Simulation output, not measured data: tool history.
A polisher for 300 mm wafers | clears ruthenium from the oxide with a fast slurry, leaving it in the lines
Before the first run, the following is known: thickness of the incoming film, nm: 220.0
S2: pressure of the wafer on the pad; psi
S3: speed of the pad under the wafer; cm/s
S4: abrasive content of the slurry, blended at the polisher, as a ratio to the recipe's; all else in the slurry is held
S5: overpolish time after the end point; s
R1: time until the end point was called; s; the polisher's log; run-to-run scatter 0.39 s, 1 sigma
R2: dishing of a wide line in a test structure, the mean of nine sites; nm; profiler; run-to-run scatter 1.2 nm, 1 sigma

Run 1, hour 0: flow of slurry (ml/min) 175, S2 2.4 psi, S3 106 cm/s, S4 1, S5 11 s. Result: R1 57.458 s, R2 31.576 nm.
Run 2, hour 4.4: flow of slurry (ml/min) 175, S2 2.4 psi, S3 96 cm/s, S4 1, S5 11 s. Result: R1 64.353 s, R2 28.966 nm.
Run 3, hour 5.2: flow of slurry (ml/min) 180, S2 2.7 psi, S3 96 cm/s, S4 1, S5 12 s. Result: R1 56.459 s, R2 34.596 nm.
Run 4, hour 6.4: flow of slurry (ml/min) 180, S2 2.7 psi, S3 96 cm/s, S4 1.1, S5 12 s. Result: R1 54.508 s, R2 35.382 nm.
Run 5, hour 8.4: flow of slurry (ml/min) 180, S2 2.9 psi, S3 96 cm/s, S4 1.1, S5 13 s. Result: R1 50.59 s, R2 43.588 nm.
Run 6, hour 16.4: flow of slurry (ml/min) 180, S2 2.9 psi, S3 96 cm/s, S4 1.1, S5 11 s. Result: R1 50.774 s, R2 34.941 nm.

Run 7 has not been measured yet. What should we expect?
Run 7, hour 19.8: flow of slurry (ml/min) 180, S2 3.1 psi, S3 96 cm/s, S4 1.1, S5 12 s. Result: R1 ?, R2 ?.

{"run 7": {"R1": 47.263, "R2": 40.958}}
